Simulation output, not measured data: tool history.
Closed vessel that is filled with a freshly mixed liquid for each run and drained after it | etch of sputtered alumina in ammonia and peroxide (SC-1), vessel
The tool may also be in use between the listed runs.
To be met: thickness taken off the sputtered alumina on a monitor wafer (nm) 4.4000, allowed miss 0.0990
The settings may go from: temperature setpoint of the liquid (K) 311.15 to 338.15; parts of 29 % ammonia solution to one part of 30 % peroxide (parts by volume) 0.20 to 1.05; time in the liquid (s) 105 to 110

run	hour	temperature setpoint of the liquid (K)	parts of 29 % ammonia solution to one part of 30 % peroxide (parts by volume)	time in the liquid (s)	thickness taken off the sputtered alumina on a monitor wafer (nm)
1	0.0	322.15	0.55	105	6.6053
2	6.3	320.65	0.55	105	6.0899
3	7.7	319.65	0.55	105	5.7266
4	10.5	319.65	0.70	105	5.8932
5	12.4	319.65	0.70	110	6.2004
6	19.7	318.65	0.70	110	5.8480
7	27.2	317.65	0.70	110	5.4790
8	33.9	317.15	0.70	110	5.3305
9	38.5	316.65	0.70	110	5.2136
10	43.6	316.15	0.70	110	5.0087
11	46.3	315.65	0.70	110	4.8736
12	48.9	315.15	0.70	110	4.7946
13	50.3	314.65	0.70	110	4.6091

4 next moves are on the table. One of them brings every result within its allowed miss. Which?
A	51.7	316.65	0.60	105	?
B	51.7	314.65	0.70	105	?
C	51.7	315.65	0.65	110	?
D	51.7	315.65	0.75	110	?

move	thickness taken off the sputtered alumina on a monitor wafer (nm)
A	4.9155
B	4.4423
C	4.8978
D	4.9651
A: further off than the last run
B: meets every target
C: further off than the last run
D: further off than the last run
Move B is the one to make.
